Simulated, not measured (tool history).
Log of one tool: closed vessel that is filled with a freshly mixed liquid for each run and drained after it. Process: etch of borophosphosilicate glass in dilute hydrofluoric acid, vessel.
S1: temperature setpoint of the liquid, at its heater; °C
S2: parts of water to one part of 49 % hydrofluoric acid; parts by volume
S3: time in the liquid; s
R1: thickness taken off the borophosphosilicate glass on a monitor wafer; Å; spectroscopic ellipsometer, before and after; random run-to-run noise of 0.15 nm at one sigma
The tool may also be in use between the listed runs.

{"run": 1, "day": 0.0, "S1": 23.0, "S2": 95, "S3": 90, "R1": 431.72}
{"run": 2, "day": 0.346, "S1": 23.0, "S2": 95, "S3": 95, "R1": 454.31}
{"run": 3, "day": 0.571, "S1": 23.0, "S2": 120, "S3": 95, "R1": 350.22}
{"run": 4, "day": 0.867, "S1": 22.5, "S2": 120, "S3": 95, "R1": 343.33}
{"run": 5, "day": 1.088, "S1": 22.5, "S2": 140, "S3": 95, "R1": 285.32}
{"run": 6, "day": 1.404, "S1": 22.5, "S2": 155, "S3": 95, "R1": 256.51}
{"run": 7, "day": 1.608, "S1": 23.0, "S2": 155, "S3": 95, "R1": 261.05}
{"run": 8, "day": 1.983, "S1": 23.5, "S2": 155, "S3": 95, "R1": 264.02}

What will run 9 give?
{"run": 9, "day": 2.304, "S1": 24.0, "S2": 155, "S3": 95, "R1": "?"}

{"run 9": {"R1": 269.91}}
